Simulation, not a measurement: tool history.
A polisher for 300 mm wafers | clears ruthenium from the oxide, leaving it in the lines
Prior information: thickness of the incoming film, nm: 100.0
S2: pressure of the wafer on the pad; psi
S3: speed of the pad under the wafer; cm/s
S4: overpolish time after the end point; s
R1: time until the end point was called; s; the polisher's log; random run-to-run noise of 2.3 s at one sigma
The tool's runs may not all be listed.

run 1 hour=0.0 | flow_of_slurry_(ml/min)=170 S2=2.5 S3=110 S4=3 | R1=59.218
run 2 hour=8.4 | flow_of_slurry_(ml/min)=170 S2=2.5 S3=94 S4=3 | R1=67.869
run 3 hour=15.1 | flow_of_slurry_(ml/min)=170 S2=2.5 S3=94 S4=3 | R1=68.089
run 4 hour=21.9 | flow_of_slurry_(ml/min)=170 S2=2.2 S3=88 S4=3 | R1=84.057
run 5 hour=27.7 | flow_of_slurry_(ml/min)=170 S2=2.0 S3=86 S4=3 | R1=93.530
run 6 hour=30.0 | flow_of_slurry_(ml/min)=170 S2=1.5 S3=86 S4=3 | R1=121.820
run 7 hour=33.0 | flow_of_slurry_(ml/min)=170 S2=1.4 S3=86 S4=3 | R1=129.520

Expected results for the next run?
run 8 hour=41.5 | flow_of_slurry_(ml/min)=170 S2=1.3 S3=86 S4=3 | R1=?

Run 8 measured R1 137.850 s.

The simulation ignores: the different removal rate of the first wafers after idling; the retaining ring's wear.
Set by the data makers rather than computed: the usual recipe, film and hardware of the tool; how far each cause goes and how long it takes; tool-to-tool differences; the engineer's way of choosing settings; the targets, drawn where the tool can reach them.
